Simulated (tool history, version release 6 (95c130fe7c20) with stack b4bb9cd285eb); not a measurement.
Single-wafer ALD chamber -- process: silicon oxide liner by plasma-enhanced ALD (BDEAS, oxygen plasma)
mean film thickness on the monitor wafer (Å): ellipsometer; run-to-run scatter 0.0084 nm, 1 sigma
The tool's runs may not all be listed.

run    day  heater temperature setpoint (K)  number of ALD cycles (cycles)  mean film thickness on the monitor wafer (Å)
  1  0.000                           588.15                             56                                        49.208
  2  0.071                           589.15                             51                                        44.661
  3  0.125                           591.15                             48                                        41.902
  4  0.483                           594.15                             47                                        41.052
  5  0.621                           594.15                             55                                        47.978
  6  0.792                           604.15                             55                                        47.249
  7  0.942                           605.15                             51                                        43.430
  8  1.100                           606.15                             49                                        41.646

What will run 9 give?
     1.158  -- thermocouple changed; heater temperature recalibrated
  9  1.158                           607.15                             48                                             ?

mean film thickness on the monitor wafer (Å): 41.074
